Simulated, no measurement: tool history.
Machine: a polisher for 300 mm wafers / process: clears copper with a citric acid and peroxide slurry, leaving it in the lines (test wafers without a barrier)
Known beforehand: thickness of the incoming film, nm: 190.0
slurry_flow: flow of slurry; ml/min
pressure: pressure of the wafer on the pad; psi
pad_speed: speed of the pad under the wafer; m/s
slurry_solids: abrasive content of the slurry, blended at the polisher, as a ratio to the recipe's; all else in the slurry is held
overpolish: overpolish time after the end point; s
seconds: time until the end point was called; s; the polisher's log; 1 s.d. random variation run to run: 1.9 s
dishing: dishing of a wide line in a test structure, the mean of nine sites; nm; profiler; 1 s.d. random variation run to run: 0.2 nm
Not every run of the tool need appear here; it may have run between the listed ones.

run 1 hour=0.0 | slurry_flow=155 pressure=2.6 pad_speed=0.92 slurry_solids=1.00 overpolish=30 | seconds=97.983 dishing=35.2090
run 2 hour=3.9 | slurry_flow=155 pressure=2.6 pad_speed=0.92 slurry_solids=1.00 overpolish=40 | seconds=98.957 dishing=45.6840
run 3 hour=9.1 | slurry_flow=130 pressure=2.6 pad_speed=0.92 slurry_solids=1.00 overpolish=40 | seconds=100.060 dishing=44.0040
run 4 hour=14.6 | slurry_flow=130 pressure=2.6 pad_speed=0.92 slurry_solids=1.10 overpolish=40 | seconds=99.780 dishing=46.0880
run 5 hour=18.2 | slurry_flow=125 pressure=2.4 pad_speed=0.92 slurry_solids=1.00 overpolish=35 | seconds=111.480 dishing=36.1990
run 6 hour=20.4 | slurry_flow=125 pressure=2.9 pad_speed=0.92 slurry_solids=1.00 overpolish=35 | seconds=89.796 dishing=43.2820
run 7 hour=21.6 | slurry_flow=125 pressure=2.9 pad_speed=0.92 slurry_solids=1.00 overpolish=35 | seconds=91.211 dishing=42.7150
run 8 hour=24.7 | slurry_flow=140 pressure=2.2 pad_speed=0.94 slurry_solids=0.95 overpolish=21 | seconds=117.580 dishing=22.9520
run 9 hour=30.0 | slurry_flow=140 pressure=2.2 pad_speed=0.94 slurry_solids=0.95 overpolish=21 | seconds=114.630 dishing=23.1600
run 10 hour=30.6 | slurry_flow=135 pressure=2.0 pad_speed=0.96 slurry_solids=0.90 overpolish=19 | seconds=126.270 dishing=18.8300
run 11 hour=36.2 | slurry_flow=95 pressure=1.3 pad_speed=1.22 slurry_solids=0.65 overpolish=9 | seconds=175.780 dishing=6.7741
run 12 hour=42.5 | slurry_flow=100 pressure=1.3 pad_speed=1.22 slurry_solids=0.65 overpolish=9 | seconds=170.450 dishing=6.9571
run 13 hour=45.4 | slurry_flow=130 pressure=1.4 pad_speed=1.22 slurry_solids=0.65 overpolish=15 | seconds=151.620 dishing=13.3550
run 14 hour=51.0 | slurry_flow=125 pressure=1.4 pad_speed=1.22 slurry_solids=0.65 overpolish=14 | seconds=152.400 dishing=12.3050
run 15 hour=55.8 | slurry_flow=95 pressure=1.2 pad_speed=1.28 slurry_solids=0.65 overpolish=9 | seconds=182.070 dishing=6.5027
run 16 hour=57.4 | slurry_flow=100 pressure=1.2 pad_speed=1.28 slurry_solids=0.65 overpolish=9 | seconds=180.050 dishing=6.7213
run 17 hour=60.7 | slurry_flow=105 pressure=1.2 pad_speed=1.28 slurry_solids=0.65 overpolish=9 | seconds=178.140 dishing=6.8880
run 18 hour=66.1 | slurry_flow=110 pressure=1.2 pad_speed=1.28 slurry_solids=0.65 overpolish=9 | seconds=172.860 dishing=7.0657

Forecast run 19:
run 19 hour=73.9 | slurry_flow=115 pressure=1.2 pad_speed=1.28 slurry_solids=0.65 overpolish=9 | seconds=? dishing=?

{"run 19": {"seconds": 170.41, "dishing": 6.844}}

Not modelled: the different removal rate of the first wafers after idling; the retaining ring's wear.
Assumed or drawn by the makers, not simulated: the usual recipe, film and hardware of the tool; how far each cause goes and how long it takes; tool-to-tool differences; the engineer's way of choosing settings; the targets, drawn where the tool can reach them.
